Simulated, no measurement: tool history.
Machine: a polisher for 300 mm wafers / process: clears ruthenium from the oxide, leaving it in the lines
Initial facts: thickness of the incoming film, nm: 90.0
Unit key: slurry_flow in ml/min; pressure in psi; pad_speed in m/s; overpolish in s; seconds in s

run  hour  slurry_flow  pressure  pad_speed  overpolish  seconds
  1   0.0          200       1.6       1.16          29   84.368
  2   2.5          200       1.6       1.30          29   76.605
  3   3.7          200       1.6       1.54          29   64.495
  4   8.1          195       1.5       1.46          29   71.237
  5  10.8          225       1.5       1.46          29   69.892
  6  19.3          225       1.5       1.20          29   85.433

Estimate the outcome of run 7 from the log above:
  7  25.1          225       1.4       1.14          29        ?

{"run 7": {"seconds": 94.034}}
